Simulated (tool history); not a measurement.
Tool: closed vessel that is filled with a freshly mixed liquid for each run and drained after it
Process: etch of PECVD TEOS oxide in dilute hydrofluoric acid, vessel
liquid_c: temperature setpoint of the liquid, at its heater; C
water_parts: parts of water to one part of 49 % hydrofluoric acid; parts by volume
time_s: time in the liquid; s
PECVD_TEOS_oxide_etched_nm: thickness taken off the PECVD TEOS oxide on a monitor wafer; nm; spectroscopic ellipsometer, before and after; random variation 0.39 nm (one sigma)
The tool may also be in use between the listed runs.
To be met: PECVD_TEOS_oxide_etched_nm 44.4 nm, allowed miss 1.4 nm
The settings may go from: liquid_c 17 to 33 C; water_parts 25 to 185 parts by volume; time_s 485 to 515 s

{"run": 1, "hour": 0.0, "liquid_c": 25, "water_parts": 105, "time_s": 485, "PECVD_TEOS_oxide_etched_nm": 50.521}
{"run": 2, "hour": 5.6, "liquid_c": 24.5, "water_parts": 105, "time_s": 485, "PECVD_TEOS_oxide_etched_nm": 49.379}
{"run": 3, "hour": 12.8, "liquid_c": 27.5, "water_parts": 105, "time_s": 485, "PECVD_TEOS_oxide_etched_nm": 55.561}
{"run": 4, "hour": 20.7, "liquid_c": 27.5, "water_parts": 80, "time_s": 485, "PECVD_TEOS_oxide_etched_nm": 75.126}
{"run": 5, "hour": 29.7, "liquid_c": 27.5, "water_parts": 80, "time_s": 485, "PECVD_TEOS_oxide_etched_nm": 76.386}
{"run": 6, "hour": 33.7, "liquid_c": 27.5, "water_parts": 115, "time_s": 485, "PECVD_TEOS_oxide_etched_nm": 49.685}
{"run": 7, "hour": 34.8, "liquid_c": 27, "water_parts": 115, "time_s": 485, "PECVD_TEOS_oxide_etched_nm": 49.128}
{"run": 8, "hour": 37.9, "liquid_c": 26.5, "water_parts": 115, "time_s": 485, "PECVD_TEOS_oxide_etched_nm": 48.844}
{"run": 9, "hour": 43.5, "liquid_c": 26.5, "water_parts": 115, "time_s": 485, "PECVD_TEOS_oxide_etched_nm": 48.42}
{"run": 10, "hour": 50.5, "liquid_c": 25.5, "water_parts": 115, "time_s": 485, "PECVD_TEOS_oxide_etched_nm": 46.926}

Which of these 4 next moves meets every target?
{"run": "A", "hour": 57.5, "liquid_c": 25.5, "water_parts": 125, "time_s": 505, "PECVD_TEOS_oxide_etched_nm": "?"}
{"run": "B", "hour": 57.5, "liquid_c": 23, "water_parts": 125, "time_s": 515, "PECVD_TEOS_oxide_etched_nm": "?"}
{"run": "C", "hour": 57.5, "liquid_c": 25, "water_parts": 115, "time_s": 505, "PECVD_TEOS_oxide_etched_nm": "?"}
{"run": "D", "hour": 57.5, "liquid_c": 26.5, "water_parts": 110, "time_s": 490, "PECVD_TEOS_oxide_etched_nm": "?"}

move=A PECVD_TEOS_oxide_etched_nm=43.55
move=B PECVD_TEOS_oxide_etched_nm=40.305
move=C PECVD_TEOS_oxide_etched_nm=47.006
move=D PECVD_TEOS_oxide_etched_nm=50.844
A: meets every target
B: takes the result that was furthest off past its target
C: as far off as the last run
D: further off than the last run
The right move is A.

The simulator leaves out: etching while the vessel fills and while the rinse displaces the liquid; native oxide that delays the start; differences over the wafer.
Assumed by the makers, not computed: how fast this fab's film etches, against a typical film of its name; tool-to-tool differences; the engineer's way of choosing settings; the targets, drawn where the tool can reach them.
